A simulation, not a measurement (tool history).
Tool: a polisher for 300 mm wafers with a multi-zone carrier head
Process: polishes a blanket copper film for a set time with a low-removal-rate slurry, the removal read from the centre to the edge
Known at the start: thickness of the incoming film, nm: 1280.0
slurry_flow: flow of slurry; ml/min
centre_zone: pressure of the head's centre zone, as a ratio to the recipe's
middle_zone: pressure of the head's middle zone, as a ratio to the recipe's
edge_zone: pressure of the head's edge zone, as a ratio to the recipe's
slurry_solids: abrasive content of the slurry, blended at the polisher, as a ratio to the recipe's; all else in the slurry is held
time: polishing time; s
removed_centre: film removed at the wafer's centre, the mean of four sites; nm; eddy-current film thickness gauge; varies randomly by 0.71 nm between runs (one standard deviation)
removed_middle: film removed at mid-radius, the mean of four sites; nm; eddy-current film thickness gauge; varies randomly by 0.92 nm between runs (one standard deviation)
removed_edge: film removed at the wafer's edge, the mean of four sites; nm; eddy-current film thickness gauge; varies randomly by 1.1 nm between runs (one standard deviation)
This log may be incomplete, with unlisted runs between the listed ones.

| run | hour | slurry_flow | centre_zone | middle_zone | edge_zone | slurry_solids | time | removed_centre | removed_middle | removed_edge |
|---|---|---|---|---|---|---|---|---|---|---|
| 1 | 0 | 275 | 1 | 1 | 1 | 1 | 32 | 92.361 | 92.26 | 93.903 |
| 2 | 1.8 | 275 | 1 | 1 | 1 | 0.8 | 32 | 89.02 | 89.704 | 87.402 |
| 3 | 2.6 | 265 | 0.97 | 1.03 | 0.97 | 0.75 | 32 | 85.55 | 91.1 | 88.24 |
| 4 | 10.6 | 265 | 0.93 | 1.03 | 0.97 | 0.75 | 32 | 82.54 | 89.964 | 87.142 |
| 5 | 17.4 | 280 | 0.93 | 1.07 | 0.94 | 0.65 | 32 | 81.422 | 91.965 | 84.501 |
| 6 | 19.1 | 280 | 0.93 | 1.07 | 0.94 | 0.65 | 25 | 63.325 | 71.425 | 65.489 |

Expected results for the next run?
| 7 | 26 | 290 | 0.94 | 1.11 | 0.93 | 0.85 | 26 | ? | ? | ? |

{"run 7": {"removed_centre": 69.713, "removed_middle": 79.184, "removed_edge": 72.355}}
